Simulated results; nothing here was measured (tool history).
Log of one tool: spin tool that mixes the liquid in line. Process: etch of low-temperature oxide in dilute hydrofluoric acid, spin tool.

run  hour  temperature setpoint of the liquid (C)  parts of water to one part of 49 % hydrofluoric acid (parts by volume)  time under the liquid (s)  thickness taken off the low-temperature oxide on a monitor wafer (Å)
  1   0.0                                    24.0                                                                     120                         65                                                                59.821
  2   1.7                                    26.0                                                                      95                         65                                                                85.147
  3   6.0                                    27.5                                                                      80                         65                                                               110.580
  4   9.6                                    27.5                                                                      80                         45                                                                76.006
  5  14.3                                    27.5                                                                      80                         65                                                               108.350
  6  19.6                                    27.5                                                                      55                         65                                                               166.400
     23.3  -- thermometer replaced
  7  23.3                                    26.5                                                                      55                         65                                                               151.670

Run 8 comes next. What will it give?
  8  31.8                                    26.5                                                                      55                         65                                                                     ?

Run 8 gave thickness taken off the low-temperature oxide on a monitor wafer (Å) 153.270.
